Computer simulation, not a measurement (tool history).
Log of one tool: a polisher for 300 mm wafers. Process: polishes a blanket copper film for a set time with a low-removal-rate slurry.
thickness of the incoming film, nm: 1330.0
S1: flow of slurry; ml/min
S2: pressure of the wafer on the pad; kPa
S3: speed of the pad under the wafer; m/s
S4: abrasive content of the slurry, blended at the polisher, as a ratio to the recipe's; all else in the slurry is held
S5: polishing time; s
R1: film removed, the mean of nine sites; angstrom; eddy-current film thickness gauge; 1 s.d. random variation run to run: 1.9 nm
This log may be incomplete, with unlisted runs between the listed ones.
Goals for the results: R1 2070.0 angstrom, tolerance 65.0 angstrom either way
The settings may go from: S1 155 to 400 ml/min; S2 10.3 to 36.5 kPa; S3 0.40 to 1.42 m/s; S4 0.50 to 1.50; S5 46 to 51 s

| run | hour | S1 | S2 | S3 | S4 | S5 | R1 |
|---|---|---|---|---|---|---|---|
| 1 | 0.0 | 255 | 23.4 | 0.90 | 1.00 | 51 | 1433.8 |
| 2 | 4.0 | 255 | 23.4 | 0.90 | 0.90 | 51 | 1386.3 |
| 3 | 10.4 | 255 | 23.4 | 0.90 | 0.90 | 51 | 1380.4 |
| 4 | 13.8 | 255 | 25.5 | 0.90 | 0.90 | 51 | 1510.2 |
| 5 | 22.2 | 255 | 26.9 | 0.90 | 0.90 | 51 | 1527.3 |
| 6 | 30.2 | 285 | 26.9 | 0.90 | 0.90 | 51 | 1572.7 |
| 7 | 34.4 | 285 | 28.3 | 0.90 | 0.90 | 51 | 1610.8 |
| 8 | 36.5 | 285 | 29.6 | 0.90 | 0.90 | 51 | 1684.5 |
| 9 | 44.6 | 285 | 31.0 | 0.90 | 0.90 | 51 | 1738.5 |
| 10 | 52.2 | 285 | 32.4 | 0.90 | 0.90 | 51 | 1788.9 |
| 11 | 59.7 | 290 | 36.5 | 0.90 | 0.90 | 51 | 1967.3 |

Which of these 5 next moves meets every target?
| A | 67.2 | 310 | 35.2 | 0.90 | 0.90 | 51 | ? |
| B | 67.2 | 325 | 32.4 | 0.94 | 0.90 | 49 | ? |
| C | 67.2 | 300 | 35.9 | 0.92 | 0.85 | 48 | ? |
| D | 67.2 | 320 | 36.5 | 0.92 | 0.95 | 47 | ? |
| E | 67.2 | 320 | 36.5 | 0.94 | 0.85 | 51 | ? |

| move | R1 |
|---|---|
| A | 1926.0 |
| B | 1816.1 |
| C | 1839.6 |
| D | 1909.3 |
| E | 2038.3 |
A: misses by more than the last run did
B: misses by more than the last run did
C: misses by more than the last run did
D: misses by more than the last run did
E: every result lands within tolerance
So the answer is move E, the one that meets all the targets.
